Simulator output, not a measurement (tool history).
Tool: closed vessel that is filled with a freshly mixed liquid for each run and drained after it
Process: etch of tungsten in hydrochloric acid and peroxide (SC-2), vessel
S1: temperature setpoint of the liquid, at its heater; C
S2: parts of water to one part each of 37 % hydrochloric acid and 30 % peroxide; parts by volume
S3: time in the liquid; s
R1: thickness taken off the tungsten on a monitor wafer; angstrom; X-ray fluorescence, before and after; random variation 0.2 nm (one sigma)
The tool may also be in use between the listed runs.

run  hour    S1  S2   S3      R1
  1   0.0  57.0   9  105  420.94
  2   7.1  57.0   9  105  423.19
  3  11.2  57.0  12  105  329.85
  4  13.8  56.5  12  105  321.83
  5  22.5  56.5  10  105  381.16
  6  24.3  56.0  10  105  363.57
  7  30.3  55.5  10  105  354.80
  8  33.5  55.0  10  105  338.10

Forecast run 9:
  9  42.2  54.5  10  105   ?

{"run 9": {"R1": 329.67}}
